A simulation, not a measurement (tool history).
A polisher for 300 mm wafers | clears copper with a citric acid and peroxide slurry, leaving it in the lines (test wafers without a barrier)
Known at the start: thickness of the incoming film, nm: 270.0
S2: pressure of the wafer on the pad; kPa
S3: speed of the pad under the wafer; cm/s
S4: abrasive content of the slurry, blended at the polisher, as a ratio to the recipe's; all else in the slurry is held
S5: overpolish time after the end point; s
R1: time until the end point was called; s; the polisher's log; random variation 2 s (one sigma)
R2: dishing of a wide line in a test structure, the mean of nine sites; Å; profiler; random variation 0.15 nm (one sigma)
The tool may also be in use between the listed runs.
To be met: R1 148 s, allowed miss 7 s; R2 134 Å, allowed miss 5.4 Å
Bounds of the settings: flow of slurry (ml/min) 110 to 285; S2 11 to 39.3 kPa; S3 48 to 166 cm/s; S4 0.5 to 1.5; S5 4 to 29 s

Run 1, hour 0: flow of slurry (ml/min) 180, S2 24.8 kPa, S3 106 cm/s, S4 1, S5 15 s. Result: R1 95.984 s, R2 286.9 Å.
Run 2, hour 6.2: flow of slurry (ml/min) 190, S2 22.1 kPa, S3 104 cm/s, S4 1, S5 13 s. Result: R1 109.58 s, R2 226.46 Å.
Run 3, hour 11.2: flow of slurry (ml/min) 190, S2 22.1 kPa, S3 104 cm/s, S4 1, S5 17 s. Result: R1 109.27 s, R2 286.93 Å.
Run 4, hour 13.6: flow of slurry (ml/min) 195, S2 20 kPa, S3 102 cm/s, S4 1, S5 14 s. Result: R1 122.47 s, R2 217.15 Å.
At hour 14.3: slurry blender recalibrated.
Run 5, hour 14.3: flow of slurry (ml/min) 240, S2 20 kPa, S3 102 cm/s, S4 1, S5 14 s. Result: R1 105.91 s, R2 247.17 Å.
Run 6, hour 18.7: flow of slurry (ml/min) 240, S2 23.4 kPa, S3 102 cm/s, S4 1, S5 14 s. Result: R1 89.467 s, R2 285.4 Å.
Run 7, hour 21.9: flow of slurry (ml/min) 225, S2 21.4 kPa, S3 102 cm/s, S4 1, S5 12 s. Result: R1 101.21 s, R2 231.12 Å.
Run 8, hour 30.1: flow of slurry (ml/min) 205, S2 20 kPa, S3 102 cm/s, S4 1, S5 11 s. Result: R1 105.33 s, R2 197.66 Å.
Run 9, hour 38.3: flow of slurry (ml/min) 180, S2 18.6 kPa, S3 102 cm/s, S4 1, S5 11 s. Result: R1 117.65 s, R2 179.98 Å.
Run 10, hour 42.9: flow of slurry (ml/min) 165, S2 17.2 kPa, S3 102 cm/s, S4 1, S5 11 s. Result: R1 129.48 s, R2 165.21 Å.
Run 11, hour 44.5: flow of slurry (ml/min) 155, S2 16.5 kPa, S3 102 cm/s, S4 1, S5 11 s. Result: R1 130.5 s, R2 159.99 Å.
Run 12, hour 49.9: flow of slurry (ml/min) 145, S2 15.9 kPa, S3 102 cm/s, S4 1, S5 11 s. Result: R1 142.64 s, R2 154.08 Å.
Run 13, hour 53.6: flow of slurry (ml/min) 140, S2 15.9 kPa, S3 102 cm/s, S4 1, S5 11 s. Result: R1 142.32 s, R2 152.45 Å.
Run 14, hour 55.1: flow of slurry (ml/min) 135, S2 15.2 kPa, S3 102 cm/s, S4 1, S5 11 s. Result: R1 149.49 s, R2 146.98 Å.
Run 15, hour 63.6: flow of slurry (ml/min) 135, S2 15.2 kPa, S3 102 cm/s, S4 1, S5 11 s. Result: R1 152.52 s, R2 143.02 Å.

Which of these 4 next moves meets every target?
Run A, hour 72.1: flow of slurry (ml/min) 145, S2 13.8 kPa, S3 110 cm/s, S4 1, S5 12 s. Result: R1 ?, R2 ?.
Run B, hour 72.1: flow of slurry (ml/min) 125, S2 15.2 kPa, S3 100 cm/s, S4 0.9, S5 12 s. Result: R1 ?, R2 ?.
Run C, hour 72.1: flow of slurry (ml/min) 145, S2 15.2 kPa, S3 94 cm/s, S4 1, S5 12 s. Result: R1 ?, R2 ?.
Run D, hour 72.1: flow of slurry (ml/min) 150, S2 16.5 kPa, S3 90 cm/s, S4 1.15, S5 10 s. Result: R1 ?, R2 ?.

move      R1      R2
   A  149.87  154.08
   B  158.43  146.77
   C  159.11   146.2
   D  146.27   133.7
A: further off than the last run
B: further off than the last run
C: further off than the last run
D: meets every target
Move D is the one to make.
